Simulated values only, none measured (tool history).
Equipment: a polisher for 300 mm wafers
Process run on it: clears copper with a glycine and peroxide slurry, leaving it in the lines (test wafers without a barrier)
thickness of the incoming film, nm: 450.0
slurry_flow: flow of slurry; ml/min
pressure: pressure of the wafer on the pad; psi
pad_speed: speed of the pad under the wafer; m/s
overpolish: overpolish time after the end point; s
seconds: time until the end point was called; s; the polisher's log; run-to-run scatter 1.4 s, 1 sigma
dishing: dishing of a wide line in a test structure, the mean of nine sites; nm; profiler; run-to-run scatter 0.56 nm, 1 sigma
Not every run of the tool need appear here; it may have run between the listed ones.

run,hour,slurry_flow,pressure,pad_speed,overpolish,seconds,dishing
1,0.0,275,2.1,0.88,14,126.290,29.048
2,5.1,275,2.3,0.90,13,118.420,28.986
3,12.0,275,2.5,0.92,12,111.900,28.469
4,16.0,275,2.6,0.94,11,102.870,28.791
5,21.6,275,2.6,0.94,7,102.650,21.515
6,25.8,275,2.9,0.94,7,93.540,22.194

The next listed run, before its measurement:
7,31.7,275,2.9,0.94,8,?,?

{"run 7": {"seconds": 92.269, "dishing": 24.73}}

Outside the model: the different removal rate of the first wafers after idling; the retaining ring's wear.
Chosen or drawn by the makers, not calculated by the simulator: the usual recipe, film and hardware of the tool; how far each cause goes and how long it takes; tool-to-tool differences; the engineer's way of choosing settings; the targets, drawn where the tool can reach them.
